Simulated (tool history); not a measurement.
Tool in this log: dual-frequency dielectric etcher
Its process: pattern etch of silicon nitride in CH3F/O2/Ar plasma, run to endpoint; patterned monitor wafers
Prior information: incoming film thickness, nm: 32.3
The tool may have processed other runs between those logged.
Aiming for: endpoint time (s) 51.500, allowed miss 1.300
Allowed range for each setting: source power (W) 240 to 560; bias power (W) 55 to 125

run 1 hour=0.0 | source_power_(W)=400 bias_power_(W)=90 | endpoint_time_(s)=41.830
run 2 hour=7.0 | source_power_(W)=370 bias_power_(W)=85 | endpoint_time_(s)=43.996
run 3 hour=13.7 | source_power_(W)=370 bias_power_(W)=79 | endpoint_time_(s)=45.172
run 4 hour=15.6 | source_power_(W)=370 bias_power_(W)=89 | endpoint_time_(s)=43.125
run 5 hour=16.4 | source_power_(W)=340 bias_power_(W)=85 | endpoint_time_(s)=45.133
run 6 hour=18.6 | source_power_(W)=320 bias_power_(W)=82 | endpoint_time_(s)=46.400
run 7 hour=19.9 | source_power_(W)=300 bias_power_(W)=79 | endpoint_time_(s)=47.933
run 8 hour=28.5 | source_power_(W)=290 bias_power_(W)=77 | endpoint_time_(s)=49.036
run 9 hour=30.6 | source_power_(W)=280 bias_power_(W)=76 | endpoint_time_(s)=49.154
run 10 hour=33.5 | source_power_(W)=270 bias_power_(W)=75 | endpoint_time_(s)=51.094

Exactly one of the 4 candidate moves below puts every result within its allowed miss. Which one?
run A hour=36.4 | source_power_(W)=240 bias_power_(W)=75 | endpoint_time_(s)=?
run B hour=36.4 | source_power_(W)=290 bias_power_(W)=60 | endpoint_time_(s)=?
run C hour=36.4 | source_power_(W)=240 bias_power_(W)=67 | endpoint_time_(s)=?
run D hour=36.4 | source_power_(W)=270 bias_power_(W)=80 | endpoint_time_(s)=?

move=A endpoint_time_(s)=50.827
move=B endpoint_time_(s)=53.182
move=C endpoint_time_(s)=53.211
move=D endpoint_time_(s)=48.186
A: hits every target within its allowed miss
B: the result that was furthest off in the last run now lies on the other side of its target
C: the result that was furthest off in the last run now lies on the other side of its target
D: the biggest miss grows against the last run
Move A is the one to make.
